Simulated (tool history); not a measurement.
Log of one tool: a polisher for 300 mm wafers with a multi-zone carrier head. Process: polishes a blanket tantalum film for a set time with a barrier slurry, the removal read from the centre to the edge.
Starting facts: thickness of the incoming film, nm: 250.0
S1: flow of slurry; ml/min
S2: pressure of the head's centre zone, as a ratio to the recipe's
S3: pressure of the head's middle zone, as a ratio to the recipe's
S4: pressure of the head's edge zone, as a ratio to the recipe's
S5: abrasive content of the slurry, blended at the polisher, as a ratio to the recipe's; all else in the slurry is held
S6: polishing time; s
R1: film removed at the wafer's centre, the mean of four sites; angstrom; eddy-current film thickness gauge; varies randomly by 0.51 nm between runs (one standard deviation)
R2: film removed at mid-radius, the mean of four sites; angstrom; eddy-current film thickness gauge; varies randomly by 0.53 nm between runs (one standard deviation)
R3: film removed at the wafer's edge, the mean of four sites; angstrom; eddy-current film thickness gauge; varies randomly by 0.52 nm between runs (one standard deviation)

{"run": 1, "hour": 0.0, "S1": 145, "S2": 1, "S3": 1, "S4": 1, "S5": 1, "S6": 61, "R1": 844.61, "R2": 842.95, "R3": 856.03}
{"run": 2, "hour": 8.6, "S1": 140, "S2": 1, "S3": 0.99, "S4": 0.97, "S5": 0.9, "S6": 59, "R1": 771.31, "R2": 781.45, "R3": 764.01}
{"run": 3, "hour": 17.5, "S1": 135, "S2": 0.99, "S3": 0.96, "S4": 0.95, "S5": 0.85, "S6": 59, "R1": 759.04, "R2": 739.91, "R3": 752.12}
{"run": 4, "hour": 18.4, "S1": 130, "S2": 0.98, "S3": 0.95, "S4": 0.93, "S5": 0.8, "S6": 58, "R1": 706.16, "R2": 697.27, "R3": 720.46}
{"run": 5, "hour": 26.5, "S1": 130, "S2": 0.98, "S3": 0.95, "S4": 0.93, "S5": 0.9, "S6": 58, "R1": 739.21, "R2": 719.14, "R3": 751.88}
{"run": 6, "hour": 28.2, "S1": 130, "S2": 0.98, "S3": 0.95, "S4": 0.92, "S5": 0.8, "S6": 57, "R1": 708.9, "R2": 689.36, "R3": 701.61}

The next listed run, before its measurement:
{"run": 7, "hour": 30.7, "S1": 125, "S2": 0.97, "S3": 0.95, "S4": 0.9, "S5": 0.75, "S6": 57, "R1": "?", "R2": "?", "R3": "?"}

R1: 664.3 angstrom
R2: 664.27 angstrom
R3: 670.93 angstrom

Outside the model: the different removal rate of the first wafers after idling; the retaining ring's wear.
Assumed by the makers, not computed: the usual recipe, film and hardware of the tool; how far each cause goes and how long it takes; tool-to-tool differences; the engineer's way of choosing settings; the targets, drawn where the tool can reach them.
